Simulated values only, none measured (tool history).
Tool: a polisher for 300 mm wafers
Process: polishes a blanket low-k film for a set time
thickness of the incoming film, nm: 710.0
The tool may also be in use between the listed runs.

run    day  flow of slurry (ml/min)  pressure of the wafer on the pad (kPa)  speed of the pad under the wafer (m/s)  abrasive content of the slurry  polishing time (s)  film removed (nm)
  1  0.000                      155                                    17.2                                    1.24                             1.0                  49             29.573
  2  0.217                      155                                    15.9                                    1.24                             1.0                  49             27.350
  3  0.279                      155                                    15.2                                    1.24                             1.0                  49             26.916
  4  0.588                      155                                    15.2                                    1.24                             1.0                  52             28.699
  5  0.933                      155                                    15.2                                    1.24                             1.2                  52             30.947
  6  1.104                      155                                    15.2                                    1.24                             1.2                  49             29.093
  7  1.312                      155                                    13.8                                    1.24                             1.2                  49             27.782
  8  1.446                      155                                    12.4                                    1.22                             1.2                  49             25.660
  9  1.638                      155                                    11.7                                    1.20                             1.2                  49             24.376
 10  1.888                      155                                    11.0                                    1.18                             1.2                  49             23.060

Expected results for the next run?
 11  2.050                      155                                    10.3                                    1.18                             1.2                  49                  ?

{"run 11": {"film removed (nm)": 21.559}}
